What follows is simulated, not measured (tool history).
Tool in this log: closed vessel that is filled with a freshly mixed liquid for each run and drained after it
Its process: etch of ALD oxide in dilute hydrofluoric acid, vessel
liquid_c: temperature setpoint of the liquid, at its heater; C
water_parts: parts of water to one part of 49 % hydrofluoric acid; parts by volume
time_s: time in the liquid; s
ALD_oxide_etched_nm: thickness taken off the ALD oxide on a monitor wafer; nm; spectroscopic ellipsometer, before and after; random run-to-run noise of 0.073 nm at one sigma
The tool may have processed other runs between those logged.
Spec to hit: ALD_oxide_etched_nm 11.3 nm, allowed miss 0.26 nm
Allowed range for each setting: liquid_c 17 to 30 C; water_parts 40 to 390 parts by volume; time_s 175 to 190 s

{"run": 1, "hour": 0.0, "liquid_c": 22, "water_parts": 215, "time_s": 175, "ALD_oxide_etched_nm": 6.8037}
{"run": 2, "hour": 7.3, "liquid_c": 23, "water_parts": 210, "time_s": 175, "ALD_oxide_etched_nm": 7.304}
{"run": 3, "hour": 16.6, "liquid_c": 23, "water_parts": 210, "time_s": 175, "ALD_oxide_etched_nm": 7.1893}
{"run": 4, "hour": 24.8, "liquid_c": 24, "water_parts": 205, "time_s": 175, "ALD_oxide_etched_nm": 7.8314}
{"run": 5, "hour": 33.1, "liquid_c": 24.5, "water_parts": 200, "time_s": 175, "ALD_oxide_etched_nm": 8.13}
{"run": 6, "hour": 38.3, "liquid_c": 25, "water_parts": 195, "time_s": 175, "ALD_oxide_etched_nm": 8.555}
{"run": 7, "hour": 47.3, "liquid_c": 25.5, "water_parts": 195, "time_s": 175, "ALD_oxide_etched_nm": 8.7212}
{"run": 8, "hour": 50.3, "liquid_c": 26, "water_parts": 195, "time_s": 175, "ALD_oxide_etched_nm": 8.8578}
{"run": 9, "hour": 52.3, "liquid_c": 26.5, "water_parts": 195, "time_s": 175, "ALD_oxide_etched_nm": 9.083}
{"run": 10, "hour": 57.3, "liquid_c": 27, "water_parts": 195, "time_s": 175, "ALD_oxide_etched_nm": 9.2616}
{"run": 11, "hour": 63.7, "liquid_c": 27.5, "water_parts": 195, "time_s": 175, "ALD_oxide_etched_nm": 9.3383}
{"run": 12, "hour": 69.2, "liquid_c": 28, "water_parts": 195, "time_s": 175, "ALD_oxide_etched_nm": 9.5841}
{"run": 13, "hour": 72.2, "liquid_c": 30, "water_parts": 175, "time_s": 175, "ALD_oxide_etched_nm": 11.792}

Consider the 4 candidate settings below. Which is the only one whose results all fall within their allowed miss of target?
{"run": "A", "hour": 75.2, "liquid_c": 28, "water_parts": 170, "time_s": 175, "ALD_oxide_etched_nm": "?"}
{"run": "B", "hour": 75.2, "liquid_c": 27.5, "water_parts": 190, "time_s": 190, "ALD_oxide_etched_nm": "?"}
{"run": "C", "hour": 75.2, "liquid_c": 27, "water_parts": 170, "time_s": 175, "ALD_oxide_etched_nm": "?"}
{"run": "D", "hour": 75.2, "liquid_c": 26, "water_parts": 165, "time_s": 190, "ALD_oxide_etched_nm": "?"}

move=A ALD_oxide_etched_nm=11.285
move=B ALD_oxide_etched_nm=10.512
move=C ALD_oxide_etched_nm=10.882
move=D ALD_oxide_etched_nm=11.803
A: all results in spec
B: takes the result that was furthest off past its target
C: takes the result that was furthest off past its target
D: roughly where the last run was
A meets every target.
